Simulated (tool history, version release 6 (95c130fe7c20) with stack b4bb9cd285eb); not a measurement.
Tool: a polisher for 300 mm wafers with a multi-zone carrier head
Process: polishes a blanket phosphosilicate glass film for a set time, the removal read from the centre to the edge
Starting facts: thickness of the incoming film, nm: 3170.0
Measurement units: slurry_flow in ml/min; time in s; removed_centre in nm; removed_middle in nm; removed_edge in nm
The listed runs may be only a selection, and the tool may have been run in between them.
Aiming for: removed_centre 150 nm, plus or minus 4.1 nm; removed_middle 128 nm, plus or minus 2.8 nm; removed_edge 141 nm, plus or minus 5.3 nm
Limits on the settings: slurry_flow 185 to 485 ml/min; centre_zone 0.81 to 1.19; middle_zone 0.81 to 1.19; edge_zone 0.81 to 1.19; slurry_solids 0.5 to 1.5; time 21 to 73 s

| run | hour | slurry_flow | centre_zone | middle_zone | edge_zone | slurry_solids | time | removed_centre | removed_middle | removed_edge |
|---|---|---|---|---|---|---|---|---|---|---|
| 1 | 0 | 310 | 1 | 1 | 1 | 1 | 47 | 272.01 | 270.78 | 269.66 |
| 2 | 5.9 | 300 | 1 | 0.94 | 0.96 | 0.85 | 41 | 222.33 | 210.04 | 217.45 |
| 3 | 8.3 | 290 | 1 | 0.9 | 0.92 | 0.75 | 37 | 186.01 | 169.64 | 178.28 |
| 4 | 11.2 | 290 | 1 | 0.9 | 0.92 | 0.95 | 37 | 208.87 | 189.81 | 202.57 |
| 5 | 12.4 | 330 | 1 | 0.9 | 0.92 | 0.95 | 37 | 211.5 | 192.86 | 197.85 |
| 6 | 21.4 | 315 | 1 | 0.87 | 0.9 | 0.8 | 36 | 189.93 | 167.32 | 178.71 |
| 7 | 22.4 | 310 | 0.99 | 0.85 | 0.88 | 0.7 | 36 | 173.97 | 151.71 | 163.89 |
| 8 | 24.9 | 305 | 0.98 | 0.84 | 0.86 | 0.65 | 36 | 165.47 | 144.87 | 152.42 |
| 9 | 32.3 | 280 | 0.98 | 0.83 | 0.86 | 0.6 | 36 | 154.76 | 134.47 | 142.81 |

Next run, 5 choices. One meets every target within its allowed miss, the rest don't. Which?
| A | 39.7 | 285 | 0.96 | 0.81 | 1.04 | 0.9 | 28 | ? | ? | ? |
| B | 39.7 | 265 | 0.92 | 0.81 | 0.95 | 0.7 | 34 | ? | ? | ? |
| C | 39.7 | 305 | 1.02 | 0.85 | 0.83 | 0.55 | 33 | ? | ? | ? |
| D | 39.7 | 340 | 0.97 | 0.81 | 0.86 | 0.55 | 36 | ? | ? | ? |
| E | 39.7 | 230 | 1.06 | 0.83 | 0.89 | 0.65 | 33 | ? | ? | ? |

| move | removed_centre | removed_middle | removed_edge |
|---|---|---|---|
| A | 147.45 | 129.59 | 156.19 |
| B | 150.02 | 137.35 | 158.59 |
| C | 140.43 | 121.16 | 126.18 |
| D | 147.05 | 127.88 | 140.58 |
| E | 158.1 | 129.18 | 142.21 |
A: meets the target for the result that was furthest off, but another lies outside its allowed miss
B: further off than the last run
C: carries the result that was furthest off beyond its target, to the other side
D: every result lands within tolerance
E: meets the target for the result that was furthest off, but another lies outside its allowed miss
So the answer is move D, the one that meets all the targets.
